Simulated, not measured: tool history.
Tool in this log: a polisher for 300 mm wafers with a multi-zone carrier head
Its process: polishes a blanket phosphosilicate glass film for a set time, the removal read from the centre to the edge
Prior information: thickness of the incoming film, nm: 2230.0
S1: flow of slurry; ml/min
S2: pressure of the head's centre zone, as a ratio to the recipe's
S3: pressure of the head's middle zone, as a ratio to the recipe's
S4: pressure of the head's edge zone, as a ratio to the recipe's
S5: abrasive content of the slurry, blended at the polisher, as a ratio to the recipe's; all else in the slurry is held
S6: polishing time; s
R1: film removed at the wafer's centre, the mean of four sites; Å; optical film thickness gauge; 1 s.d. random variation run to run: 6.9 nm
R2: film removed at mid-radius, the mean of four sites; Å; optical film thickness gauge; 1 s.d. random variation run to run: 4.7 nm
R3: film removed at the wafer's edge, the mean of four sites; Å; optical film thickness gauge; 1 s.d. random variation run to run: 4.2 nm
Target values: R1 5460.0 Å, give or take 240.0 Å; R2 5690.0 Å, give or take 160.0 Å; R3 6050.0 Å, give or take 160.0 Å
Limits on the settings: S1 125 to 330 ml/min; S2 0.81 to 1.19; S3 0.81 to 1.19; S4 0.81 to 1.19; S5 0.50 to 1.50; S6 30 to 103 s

run  hour   S1    S2    S3    S4    S5  S6      R1      R2      R3
  1   0.0  210  1.00  1.00  1.00  1.00  66  7682.4  7849.7  7604.9
  2   6.0  195  0.96  0.95  0.97  0.90  66  6883.0  7085.8  7178.8
  3   9.2  190  0.94  0.92  0.94  0.80  66  6320.3  6499.8  6574.5
  4  14.2  235  0.94  0.92  0.94  0.80  66  6592.1  6715.1  6703.1
  5  19.0  235  0.94  0.92  0.94  0.80  52  5146.5  5276.0  5357.4
  6  21.1  235  0.94  0.92  0.94  0.90  52  5457.5  5624.7  5511.4
  7  24.2  235  0.94  0.92  0.98  0.90  52  5332.1  5571.7  5666.9
  8  25.7  240  0.95  0.92  1.00  0.90  52  5562.8  5624.8  5823.0
  9  29.1  240  0.94  0.92  1.02  0.90  52  5537.4  5611.7  5851.4

Exercise: of the 5 proposed moves below, exactly one satisfies all targets within the stated allowed misses. Which move is it?
  A  32.5  280  1.00  0.91  1.06  0.80  51   ?   ?   ?
  B  32.5  220  0.94  0.84  1.09  0.65  62   ?   ?   ?
  C  32.5  245  0.92  0.83  1.05  0.85  55   ?   ?   ?
  D  32.5  220  0.95  0.89  1.11  0.90  52   ?   ?   ?
  E  32.5  205  0.91  0.90  1.00  1.10  50   ?   ?   ?

move      R1      R2      R3
   A  5524.0  5191.5  5628.9
   B  5535.4  5248.2  6126.1
   C  5584.5  5354.2  6163.0
   D  5516.1  5377.2  6095.2
   E  5514.6  5645.9  6042.6
A: the biggest miss grows against the last run
B: gets the furthest-off result to its target, but another result is out of tolerance
C: gets the furthest-off result to its target, but another result is out of tolerance
D: gets the furthest-off result to its target, but another result is out of tolerance
E: meets every target
The move that meets every target is E.
